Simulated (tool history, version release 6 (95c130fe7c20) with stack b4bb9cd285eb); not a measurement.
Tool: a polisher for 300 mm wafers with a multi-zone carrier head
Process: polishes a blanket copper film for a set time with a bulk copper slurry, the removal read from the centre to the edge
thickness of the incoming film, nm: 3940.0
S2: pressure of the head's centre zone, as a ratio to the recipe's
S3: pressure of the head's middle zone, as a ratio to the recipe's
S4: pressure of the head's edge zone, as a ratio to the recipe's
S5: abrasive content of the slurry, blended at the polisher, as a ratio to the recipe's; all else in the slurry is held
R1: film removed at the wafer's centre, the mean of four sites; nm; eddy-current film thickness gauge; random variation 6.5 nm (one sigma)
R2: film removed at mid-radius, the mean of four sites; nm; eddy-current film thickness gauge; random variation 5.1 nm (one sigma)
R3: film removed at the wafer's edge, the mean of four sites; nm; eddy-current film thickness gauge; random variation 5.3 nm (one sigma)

{"run": 1, "hour": 0.0, "flow of slurry (ml/min)": 315, "S2": 1, "S3": 1, "S4": 1, "S5": 1, "polishing time (s)": 40, "R1": 455.79, "R2": 449.42, "R3": 454.24}
{"run": 2, "hour": 8.3, "flow of slurry (ml/min)": 315, "S2": 1, "S3": 0.96, "S4": 1, "S5": 1, "polishing time (s)": 40, "R1": 460.66, "R2": 436.77, "R3": 456.43}
{"run": 3, "hour": 10.5, "flow of slurry (ml/min)": 320, "S2": 1.03, "S3": 0.97, "S4": 1.02, "S5": 1.1, "polishing time (s)": 41, "R1": 497.63, "R2": 456.7, "R3": 480.06}
{"run": 4, "hour": 11.7, "flow of slurry (ml/min)": 320, "S2": 1.03, "S3": 0.97, "S4": 1.02, "S5": 1.1, "polishing time (s)": 37, "R1": 456.09, "R2": 415.93, "R3": 432.4}
{"run": 5, "hour": 16.5, "flow of slurry (ml/min)": 320, "S2": 1.03, "S3": 0.97, "S4": 1.02, "S5": 1.3, "polishing time (s)": 37, "R1": 473.6, "R2": 436.5, "R3": 458.4}
{"run": 6, "hour": 20.1, "flow of slurry (ml/min)": 320, "S2": 1.03, "S3": 1.04, "S4": 1.02, "S5": 1.3, "polishing time (s)": 37, "R1": 471.88, "R2": 451.87, "R3": 461.62}
{"run": 7, "hour": 28.1, "flow of slurry (ml/min)": 325, "S2": 1.06, "S3": 1.05, "S4": 1.04, "S5": 1.35, "polishing time (s)": 38, "R1": 506.3, "R2": 476.18, "R3": 474.82}
{"run": 8, "hour": 33.2, "flow of slurry (ml/min)": 325, "S2": 1.07, "S3": 1.04, "S4": 1.05, "S5": 1.35, "polishing time (s)": 39, "R1": 518.25, "R2": 488.88, "R3": 492.54}
{"run": 9, "hour": 41.6, "flow of slurry (ml/min)": 330, "S2": 1.09, "S3": 1.02, "S4": 1.06, "S5": 1.35, "polishing time (s)": 40, "R1": 550.33, "R2": 490.58, "R3": 510.9}

The next listed run, before its measurement:
{"run": 10, "hour": 47.7, "flow of slurry (ml/min)": 340, "S2": 1.11, "S3": 1.02, "S4": 1.07, "S5": 1.35, "polishing time (s)": 41, "R1": "?", "R2": "?", "R3": "?"}

{"run 10": {"R1": 584.36, "R2": 511.18, "R3": 520.65}}

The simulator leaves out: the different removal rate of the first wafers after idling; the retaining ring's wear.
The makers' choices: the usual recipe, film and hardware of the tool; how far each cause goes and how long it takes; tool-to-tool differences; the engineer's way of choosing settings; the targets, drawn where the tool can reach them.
